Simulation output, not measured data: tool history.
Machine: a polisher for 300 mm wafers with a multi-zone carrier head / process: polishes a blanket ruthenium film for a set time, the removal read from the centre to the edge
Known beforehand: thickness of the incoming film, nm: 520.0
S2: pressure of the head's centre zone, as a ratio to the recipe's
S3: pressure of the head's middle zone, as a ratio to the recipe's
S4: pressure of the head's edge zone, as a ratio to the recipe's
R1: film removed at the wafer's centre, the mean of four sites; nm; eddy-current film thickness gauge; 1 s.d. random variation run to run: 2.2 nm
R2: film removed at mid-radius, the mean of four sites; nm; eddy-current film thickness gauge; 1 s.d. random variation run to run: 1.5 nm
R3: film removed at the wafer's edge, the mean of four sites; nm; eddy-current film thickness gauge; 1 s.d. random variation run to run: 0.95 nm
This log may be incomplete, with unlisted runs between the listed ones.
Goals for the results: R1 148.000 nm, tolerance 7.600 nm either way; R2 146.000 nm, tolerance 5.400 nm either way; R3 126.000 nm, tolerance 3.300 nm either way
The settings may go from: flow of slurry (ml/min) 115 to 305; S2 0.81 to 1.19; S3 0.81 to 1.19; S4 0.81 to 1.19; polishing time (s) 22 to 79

{"run": 1, "hour": 0.0, "flow of slurry (ml/min)": 195, "S2": 1.0, "S3": 1.0, "S4": 1.0, "polishing time (s)": 50, "R1": 101.49, "R2": 96.727, "R3": 98.214}
{"run": 2, "hour": 2.9, "flow of slurry (ml/min)": 210, "S2": 1.03, "S3": 1.05, "S4": 1.01, "polishing time (s)": 53, "R1": 109.8, "R2": 107.19, "R3": 105.35}
{"run": 3, "hour": 11.6, "flow of slurry (ml/min)": 210, "S2": 1.03, "S3": 1.05, "S4": 0.96, "polishing time (s)": 53, "R1": 106.82, "R2": 109.03, "R3": 101.35}
{"run": 4, "hour": 17.1, "flow of slurry (ml/min)": 210, "S2": 1.03, "S3": 1.05, "S4": 1.03, "polishing time (s)": 53, "R1": 111.08, "R2": 108.5, "R3": 104.76}
{"run": 5, "hour": 25.8, "flow of slurry (ml/min)": 220, "S2": 1.06, "S3": 1.08, "S4": 1.05, "polishing time (s)": 55, "R1": 116.73, "R2": 114.45, "R3": 112.2}
{"run": 6, "hour": 26.8, "flow of slurry (ml/min)": 220, "S2": 1.06, "S3": 1.08, "S4": 1.05, "polishing time (s)": 45, "R1": 95.132, "R2": 93.89, "R3": 90.62}
{"run": 7, "hour": 35.5, "flow of slurry (ml/min)": 230, "S2": 1.1, "S3": 1.1, "S4": 1.03, "polishing time (s)": 50, "R1": 112.76, "R2": 105.56, "R3": 99.478}
{"run": 8, "hour": 42.8, "flow of slurry (ml/min)": 240, "S2": 1.11, "S3": 1.12, "S4": 1.03, "polishing time (s)": 53, "R1": 120.23, "R2": 114.04, "R3": 105.74}
{"run": 9, "hour": 44.8, "flow of slurry (ml/min)": 245, "S2": 1.12, "S3": 1.14, "S4": 1.02, "polishing time (s)": 55, "R1": 124.95, "R2": 122.39, "R3": 108.89}

Which of these 4 next moves meets every target?
{"run": "A", "hour": 46.8, "flow of slurry (ml/min)": 280, "S2": 1.14, "S3": 1.19, "S4": 1.0, "polishing time (s)": 63, "R1": "?", "R2": "?", "R3": "?"}
{"run": "B", "hour": 46.8, "flow of slurry (ml/min)": 265, "S2": 1.01, "S3": 0.93, "S4": 1.19, "polishing time (s)": 53, "R1": "?", "R2": "?", "R3": "?"}
{"run": "C", "hour": 46.8, "flow of slurry (ml/min)": 200, "S2": 1.13, "S3": 1.14, "S4": 1.08, "polishing time (s)": 47, "R1": "?", "R2": "?", "R3": "?"}
{"run": "D", "hour": 46.8, "flow of slurry (ml/min)": 200, "S2": 1.0, "S3": 0.9, "S4": 1.19, "polishing time (s)": 52, "R1": "?", "R2": "?", "R3": "?"}

move=A R1=151.410 R2=144.980 R3=125.530
move=B R1=112.180 R2=98.482 R3=115.280
move=C R1=108.310 R2=101.190 R3=95.208
move=D R1=105.970 R2=91.716 R3=111.070
A: in spec on every target
B: the biggest miss grows against the last run
C: the biggest miss grows against the last run
D: the biggest miss grows against the last run
So the answer is move A, the one that meets all the targets.
